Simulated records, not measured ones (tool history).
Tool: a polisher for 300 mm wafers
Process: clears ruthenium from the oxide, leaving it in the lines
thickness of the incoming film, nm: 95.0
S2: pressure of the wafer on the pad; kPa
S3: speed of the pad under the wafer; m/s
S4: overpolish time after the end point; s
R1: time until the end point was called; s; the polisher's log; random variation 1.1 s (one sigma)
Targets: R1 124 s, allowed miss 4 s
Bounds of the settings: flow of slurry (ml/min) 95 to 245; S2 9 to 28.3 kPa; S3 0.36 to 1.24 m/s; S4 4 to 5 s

run 1 hour=0 | flow_of_slurry_(ml/min)=155 S2=18.6 S3=0.8 S4=5 | R1=74.06
run 2 hour=5.8 | flow_of_slurry_(ml/min)=155 S2=18.6 S3=0.98 S4=5 | R1=66.339
run 3 hour=8.9 | flow_of_slurry_(ml/min)=155 S2=14.5 S3=0.98 S4=5 | R1=79.117
run 4 hour=15 | flow_of_slurry_(ml/min)=150 S2=13.1 S3=0.92 S4=5 | R1=88.894
run 5 hour=16.7 | flow_of_slurry_(ml/min)=185 S2=13.1 S3=0.92 S4=5 | R1=86.077
run 6 hour=18.7 | flow_of_slurry_(ml/min)=180 S2=11.7 S3=0.88 S4=5 | R1=97.095
run 7 hour=25.3 | flow_of_slurry_(ml/min)=175 S2=11 S3=0.86 S4=5 | R1=102.62
run 8 hour=29.1 | flow_of_slurry_(ml/min)=170 S2=10.3 S3=0.84 S4=5 | R1=111
run 9 hour=34.2 | flow_of_slurry_(ml/min)=160 S2=10.3 S3=0.84 S4=5 | R1=110.16
run 10 hour=35.8 | flow_of_slurry_(ml/min)=155 S2=9.7 S3=0.82 S4=5 | R1=117.86
run 11 hour=38.4 | flow_of_slurry_(ml/min)=150 S2=9.7 S3=0.82 S4=5 | R1=118.4
run 12 hour=41.3 | flow_of_slurry_(ml/min)=145 S2=9.7 S3=0.82 S4=5 | R1=117.7

Which of these 4 next moves meets every target?
run A hour=44.2 | flow_of_slurry_(ml/min)=130 S2=11 S3=0.6 S4=4 | R1=?
run B hour=44.2 | flow_of_slurry_(ml/min)=115 S2=11 S3=0.7 S4=4 | R1=?
run C hour=44.2 | flow_of_slurry_(ml/min)=155 S2=9 S3=0.92 S4=4 | R1=?
run D hour=44.2 | flow_of_slurry_(ml/min)=130 S2=9 S3=0.72 S4=4 | R1=?

move=A R1=131.66
move=B R1=123.47
move=C R1=113.06
move=D R1=135.91
A: takes the result that was furthest off past its target
B: meets every target
C: further off than the last run
D: takes the result that was furthest off past its target
Move B is the one to make.

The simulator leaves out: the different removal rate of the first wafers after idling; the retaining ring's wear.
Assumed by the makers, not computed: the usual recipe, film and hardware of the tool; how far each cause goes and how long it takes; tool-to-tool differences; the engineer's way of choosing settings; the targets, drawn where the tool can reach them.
